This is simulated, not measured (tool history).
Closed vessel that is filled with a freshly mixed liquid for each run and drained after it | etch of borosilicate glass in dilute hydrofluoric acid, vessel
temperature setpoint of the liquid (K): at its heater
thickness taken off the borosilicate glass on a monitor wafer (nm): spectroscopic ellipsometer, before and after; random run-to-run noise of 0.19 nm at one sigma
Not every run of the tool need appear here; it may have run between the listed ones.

| run | hour | temperature setpoint of the liquid (K) | parts of water to one part of 49 % hydrofluoric acid (parts by volume) | time in the liquid (s) | thickness taken off the borosilicate glass on a monitor wafer (nm) |
|---|---|---|---|---|---|
| 1 | 0 | 299.15 | 275 | 100 | 13.174 |
| 2 | 7.5 | 300.15 | 275 | 100 | 13.936 |
| 3 | 16.2 | 300.65 | 265 | 100 | 14.59 |
| 4 | 21.9 | 298.15 | 265 | 100 | 13.539 |
| 5 | 25.5 | 298.15 | 265 | 100 | 13.421 |
| 6 | 31 | 299.15 | 255 | 100 | 14.548 |
| 7 | 33.8 | 300.15 | 245 | 100 | 16.083 |
| 8 | 42.6 | 300.65 | 240 | 100 | 16.456 |
| 9 | 51 | 301.15 | 235 | 100 | 17.33 |
| 10 | 53.6 | 301.65 | 230 | 100 | 18.513 |
| 11 | 57.5 | 302.15 | 225 | 100 | 19.092 |

Run 12, settings as shown, results not yet in. Your forecast:
| 12 | 61.6 | 306.15 | 165 | 100 | ? |

thickness taken off the borosilicate glass on a monitor wafer (nm): 32.236
